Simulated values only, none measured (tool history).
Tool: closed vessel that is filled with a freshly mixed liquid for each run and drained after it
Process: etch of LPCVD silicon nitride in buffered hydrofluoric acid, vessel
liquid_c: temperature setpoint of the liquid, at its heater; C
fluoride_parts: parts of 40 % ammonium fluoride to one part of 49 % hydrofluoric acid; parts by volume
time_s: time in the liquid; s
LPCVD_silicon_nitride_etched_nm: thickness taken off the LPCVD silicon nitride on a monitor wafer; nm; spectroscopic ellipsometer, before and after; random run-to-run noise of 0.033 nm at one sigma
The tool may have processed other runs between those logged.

run,hour,liquid_c,fluoride_parts,time_s,LPCVD_silicon_nitride_etched_nm
1,0,25,8.5,735,14.47
2,6.2,25,7,735,17.835
3,14.9,25,8.5,735,14.404
4,19.5,23,8.5,735,12.94
5,28.2,21.5,8.5,735,11.918
6,30.8,24.5,8.5,735,14.035

Run 7 is up next; what results do you expect?
7,32.4,20.5,8.5,735,?

Run 7 measured LPCVD_silicon_nitride_etched_nm 11.196 nm.

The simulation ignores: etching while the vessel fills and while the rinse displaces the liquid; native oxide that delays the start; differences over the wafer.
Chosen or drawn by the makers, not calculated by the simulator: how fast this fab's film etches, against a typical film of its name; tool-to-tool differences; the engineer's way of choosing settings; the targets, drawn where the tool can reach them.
